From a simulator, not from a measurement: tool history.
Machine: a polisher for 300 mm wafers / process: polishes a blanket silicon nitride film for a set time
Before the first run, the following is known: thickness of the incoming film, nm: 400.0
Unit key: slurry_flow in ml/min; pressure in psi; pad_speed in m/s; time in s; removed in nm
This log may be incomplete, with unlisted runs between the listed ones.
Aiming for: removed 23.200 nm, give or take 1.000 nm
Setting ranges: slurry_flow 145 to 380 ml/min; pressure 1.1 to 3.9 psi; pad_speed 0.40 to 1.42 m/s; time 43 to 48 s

run	hour	slurry_flow	pressure	pad_speed	time	removed
1	0.0	245	2.5	0.90	48	44.299
2	2.1	245	2.3	0.88	48	39.526
3	2.7	280	2.3	0.88	48	40.307
4	6.0	280	2.2	0.88	48	38.595
5	9.2	280	2.1	0.88	48	36.857
6	16.0	280	2.3	0.88	48	40.137
7	17.5	280	2.2	0.88	48	39.704
8	22.1	275	2.1	0.86	48	35.600
9	24.6	275	2.0	0.86	48	34.242
10	32.8	275	1.9	0.86	48	33.210
11	40.2	275	1.8	0.86	48	31.089

Below are 5 possible settings for the next run. Only one of them brings all results inside the allowed miss of their targets. Which is it?
A	47.6	275	2.7	0.80	48	?
B	47.6	250	2.4	0.70	48	?
C	47.6	205	1.8	0.70	44	?
D	47.6	305	1.8	0.60	43	?
E	47.6	250	1.8	1.08	48	?

move	removed
A	43.731
B	34.696
C	23.482
D	21.267
E	37.169
A: its largest miss is bigger than the last run's
B: its largest miss is bigger than the last run's
C: each result inside its tolerance
D: takes the result that was furthest off past its target
E: its largest miss is bigger than the last run's
C is the move that brings every result within its allowed miss.

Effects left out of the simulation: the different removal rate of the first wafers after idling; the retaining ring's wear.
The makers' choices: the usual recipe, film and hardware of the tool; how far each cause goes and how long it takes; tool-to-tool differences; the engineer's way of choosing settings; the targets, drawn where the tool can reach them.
